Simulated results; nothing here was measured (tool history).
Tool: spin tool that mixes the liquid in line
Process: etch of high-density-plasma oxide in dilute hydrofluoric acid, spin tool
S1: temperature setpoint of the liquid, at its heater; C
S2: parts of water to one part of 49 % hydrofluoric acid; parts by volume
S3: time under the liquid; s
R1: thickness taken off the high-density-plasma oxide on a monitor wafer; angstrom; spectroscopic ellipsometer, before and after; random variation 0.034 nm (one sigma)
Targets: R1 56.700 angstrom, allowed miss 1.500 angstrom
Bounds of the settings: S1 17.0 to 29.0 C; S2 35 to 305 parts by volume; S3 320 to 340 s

run,hour,S1,S2,S3,R1
1,0.0,21.0,170,320,79.826
2,5.2,21.0,195,320,67.653
3,9.9,20.0,195,320,65.349
4,13.5,23.0,195,320,73.111
5,19.5,21.5,195,320,69.792
6,22.3,19.5,195,320,63.888
7,25.1,19.0,195,320,63.373
8,25.8,18.5,195,320,62.451
9,34.0,18.0,195,320,60.692

5 next moves are on the table. One of them brings every result within its allowed miss. Which?
A,42.2,18.0,200,325,?
B,42.2,17.0,210,325,?
C,42.2,17.0,185,320,?
D,42.2,17.5,215,340,?
E,42.2,19.0,205,335,?

move,R1
A,59.494
B,53.987
C,61.814
D,55.972
E,61.855
A: nearer than the last run, and not there yet
B: takes the result that was furthest off past its target
C: further off than the last run
D: meets every target
E: further off than the last run
Move D is the one to make.
